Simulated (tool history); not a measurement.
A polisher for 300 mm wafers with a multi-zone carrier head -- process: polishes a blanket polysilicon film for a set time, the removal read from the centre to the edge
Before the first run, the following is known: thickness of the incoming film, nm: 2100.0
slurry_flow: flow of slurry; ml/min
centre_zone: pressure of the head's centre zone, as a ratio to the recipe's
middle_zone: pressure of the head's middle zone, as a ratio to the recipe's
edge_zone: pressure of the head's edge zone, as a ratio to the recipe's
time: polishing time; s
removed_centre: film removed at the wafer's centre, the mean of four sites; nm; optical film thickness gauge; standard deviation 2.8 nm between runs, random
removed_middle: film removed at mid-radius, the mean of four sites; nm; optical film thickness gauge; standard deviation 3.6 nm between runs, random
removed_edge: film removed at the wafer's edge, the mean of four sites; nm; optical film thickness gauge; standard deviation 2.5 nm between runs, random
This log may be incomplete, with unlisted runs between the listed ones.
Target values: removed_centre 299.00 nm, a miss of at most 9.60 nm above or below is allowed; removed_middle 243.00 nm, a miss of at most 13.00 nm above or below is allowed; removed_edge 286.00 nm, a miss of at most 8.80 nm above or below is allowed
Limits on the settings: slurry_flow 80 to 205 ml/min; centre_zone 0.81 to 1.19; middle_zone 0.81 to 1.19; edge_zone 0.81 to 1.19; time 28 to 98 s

run 1 hour=0.0 | slurry_flow=135 centre_zone=1.00 middle_zone=1.00 edge_zone=1.00 time=63 | removed_centre=469.59 removed_middle=466.57 removed_edge=467.48
run 2 hour=7.5 | slurry_flow=125 centre_zone=1.01 middle_zone=0.95 edge_zone=0.99 time=55 | removed_centre=401.48 removed_middle=382.20 removed_edge=398.02
run 3 hour=9.4 | slurry_flow=125 centre_zone=1.01 middle_zone=0.95 edge_zone=1.07 time=55 | removed_centre=407.41 removed_middle=382.78 removed_edge=420.17
run 4 hour=12.2 | slurry_flow=120 centre_zone=1.02 middle_zone=0.91 edge_zone=1.04 time=50 | removed_centre=367.66 removed_middle=331.93 removed_edge=373.96
run 5 hour=12.9 | slurry_flow=120 centre_zone=1.02 middle_zone=0.95 edge_zone=1.04 time=50 | removed_centre=370.90 removed_middle=350.38 removed_edge=370.37
run 6 hour=17.3 | slurry_flow=120 centre_zone=1.02 middle_zone=0.95 edge_zone=1.04 time=42 | removed_centre=311.60 removed_middle=293.92 removed_edge=315.13
run 7 hour=19.9 | slurry_flow=115 centre_zone=1.03 middle_zone=0.91 edge_zone=1.02 time=41 | removed_centre=304.14 removed_middle=266.37 removed_edge=300.53
run 8 hour=20.6 | slurry_flow=110 centre_zone=1.04 middle_zone=0.90 edge_zone=1.01 time=41 | removed_centre=296.63 removed_middle=262.41 removed_edge=295.12

Pick the move, out of 4, that brings all results within their allowed miss; only one does.
run A hour=21.3 | slurry_flow=125 centre_zone=1.07 middle_zone=0.83 edge_zone=1.10 time=39 | removed_centre=? removed_middle=? removed_edge=?
run B hour=21.3 | slurry_flow=105 centre_zone=1.04 middle_zone=0.92 edge_zone=0.97 time=41 | removed_centre=? removed_middle=? removed_edge=?
run C hour=21.3 | slurry_flow=130 centre_zone=1.05 middle_zone=0.98 edge_zone=0.99 time=39 | removed_centre=? removed_middle=? removed_edge=?
run D hour=21.3 | slurry_flow=105 centre_zone=1.08 middle_zone=0.84 edge_zone=0.99 time=40 | removed_centre=? removed_middle=? removed_edge=?

move=A removed_centre=305.09 removed_middle=239.75 removed_edge=300.53
move=B removed_centre=294.80 removed_middle=261.36 removed_edge=286.78
move=C removed_centre=303.00 removed_middle=277.96 removed_edge=286.70
move=D removed_centre=298.58 removed_middle=236.46 removed_edge=282.83
A: the furthest-off result lands on target, but another misses its tolerance
B: nearer the targets than the last run, but a result is still out of spec
C: the biggest miss grows against the last run
D: every result lands within tolerance
D meets every target.
